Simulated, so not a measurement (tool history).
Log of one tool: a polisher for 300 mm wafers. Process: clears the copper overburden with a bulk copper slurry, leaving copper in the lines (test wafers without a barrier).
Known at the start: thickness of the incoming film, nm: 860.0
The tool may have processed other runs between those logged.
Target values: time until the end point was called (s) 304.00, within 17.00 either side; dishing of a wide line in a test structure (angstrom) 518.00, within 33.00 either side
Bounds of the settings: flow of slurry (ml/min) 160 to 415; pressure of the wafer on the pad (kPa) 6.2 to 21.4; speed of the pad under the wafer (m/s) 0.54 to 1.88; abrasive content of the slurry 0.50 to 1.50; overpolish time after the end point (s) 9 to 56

run	hour	flow of slurry (ml/min)	pressure of the wafer on the pad (kPa)	speed of the pad under the wafer (m/s)	abrasive content of the slurry	overpolish time after the end point (s)	time until the end point was called (s)	dishing of a wide line in a test structure (angstrom)
1	0.0	265	13.8	1.20	1.00	29	122.31	880.27
2	0.8	265	15.2	1.20	1.00	29	115.99	978.09
3	1.9	260	13.1	1.04	1.00	32	153.38	817.23
4	9.1	260	11.0	0.98	1.00	34	193.77	719.50
5	10.1	260	11.0	1.24	1.00	34	153.62	874.68
6	16.3	260	11.0	1.24	1.10	34	150.03	846.07
7	21.9	255	9.7	1.14	1.10	34	182.78	739.57
8	27.4	255	9.0	1.08	1.10	34	207.90	674.46
9	30.8	250	6.2	0.88	1.10	34	371.83	426.54
10	39.8	250	6.9	0.88	1.10	34	323.35	478.42

Which single option among these 5 for the next run brings every result within its allowed miss of target? Just one does.
A	48.8	285	7.6	0.76	1.15	49	?	?
B	48.8	280	7.6	0.84	1.35	35	?	?
C	48.8	240	7.6	0.78	1.10	38	?	?
D	48.8	310	7.6	0.76	0.90	29	?	?
E	48.8	265	8.3	0.68	1.10	31	?	?

move	time until the end point was called (s)	dishing of a wide line in a test structure (angstrom)
A	339.56	591.80
B	300.82	512.94
C	340.22	498.48
D	350.21	399.34
E	352.81	422.26
A: moves the result that the last run missed by most past its target, out the other side
B: every result lands within tolerance
C: brings the result that was furthest off to its target, and leaves another outside
D: its largest miss is bigger than the last run's
E: its largest miss is bigger than the last run's
Answer: B
